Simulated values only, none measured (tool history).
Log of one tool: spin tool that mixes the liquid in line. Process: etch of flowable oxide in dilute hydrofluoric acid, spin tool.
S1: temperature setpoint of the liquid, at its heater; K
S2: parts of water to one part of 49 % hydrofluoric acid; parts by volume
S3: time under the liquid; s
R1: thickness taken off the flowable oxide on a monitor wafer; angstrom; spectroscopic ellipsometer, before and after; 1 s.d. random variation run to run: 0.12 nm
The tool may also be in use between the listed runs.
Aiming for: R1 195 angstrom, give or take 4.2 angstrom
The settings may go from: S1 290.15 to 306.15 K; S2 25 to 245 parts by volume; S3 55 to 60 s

run,hour,S1,S2,S3,R1
1,0,298.15,135,55,101.28
2,6.8,298.15,170,55,77.557
3,11.1,299.65,155,55,91.358
4,16,299.65,155,60,99.403
5,16.8,301.15,155,60,105.74
6,22.6,302.15,145,60,119.46
7,25.3,302.65,135,60,131.38
8,30.9,303.15,130,60,140.28

Exercise: of the 5 proposed moves below, exactly one satisfies all targets within the stated allowed misses. Which move is it?
A,36.5,303.65,105,60,?
B,36.5,303.65,180,55,?
C,36.5,304.15,90,60,?
D,36.5,299.65,120,55,?
E,36.5,304.15,100,60,?

move,R1
A,182.47
B,88.231
C,221.64
D,123.4
E,196.58
A: better than the last run, though not everything is in spec
B: misses by more than the last run did
C: carries the result that was furthest off beyond its target, to the other side
D: misses by more than the last run did
E: every result within its allowed miss
Move E is the one to make.
